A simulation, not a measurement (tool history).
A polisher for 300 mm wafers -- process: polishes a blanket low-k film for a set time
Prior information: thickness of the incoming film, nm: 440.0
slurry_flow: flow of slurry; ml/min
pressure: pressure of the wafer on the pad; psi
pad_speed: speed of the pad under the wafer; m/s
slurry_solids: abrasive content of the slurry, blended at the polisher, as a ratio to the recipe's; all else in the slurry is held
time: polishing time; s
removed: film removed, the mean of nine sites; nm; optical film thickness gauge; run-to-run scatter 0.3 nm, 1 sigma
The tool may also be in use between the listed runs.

{"run": 1, "hour": 0.0, "slurry_flow": 130, "pressure": 1.6, "pad_speed": 1.12, "slurry_solids": 1.0, "time": 75, "removed": 33.239}
{"run": 2, "hour": 4.2, "slurry_flow": 130, "pressure": 1.4, "pad_speed": 1.1, "slurry_solids": 1.0, "time": 75, "removed": 29.098}
{"run": 3, "hour": 9.6, "slurry_flow": 130, "pressure": 1.4, "pad_speed": 1.22, "slurry_solids": 1.0, "time": 75, "removed": 31.383}
{"run": 4, "hour": 16.9, "slurry_flow": 130, "pressure": 1.2, "pad_speed": 1.2, "slurry_solids": 1.0, "time": 75, "removed": 26.647}
{"run": 5, "hour": 25.8, "slurry_flow": 130, "pressure": 1.1, "pad_speed": 1.2, "slurry_solids": 1.0, "time": 75, "removed": 24.342}
{"run": 6, "hour": 34.2, "slurry_flow": 130, "pressure": 1.4, "pad_speed": 1.2, "slurry_solids": 1.0, "time": 75, "removed": 31.48}
{"run": 7, "hour": 39.7, "slurry_flow": 130, "pressure": 1.3, "pad_speed": 1.2, "slurry_solids": 1.0, "time": 75, "removed": 28.652}
{"run": 8, "hour": 40.9, "slurry_flow": 130, "pressure": 1.2, "pad_speed": 1.2, "slurry_solids": 1.0, "time": 75, "removed": 26.396}

Forecast run 9:
{"run": 9, "hour": 48.3, "slurry_flow": 130, "pressure": 1.1, "pad_speed": 1.2, "slurry_solids": 1.0, "time": 75, "removed": "?"}

{"run 9": {"removed": 24.931}}

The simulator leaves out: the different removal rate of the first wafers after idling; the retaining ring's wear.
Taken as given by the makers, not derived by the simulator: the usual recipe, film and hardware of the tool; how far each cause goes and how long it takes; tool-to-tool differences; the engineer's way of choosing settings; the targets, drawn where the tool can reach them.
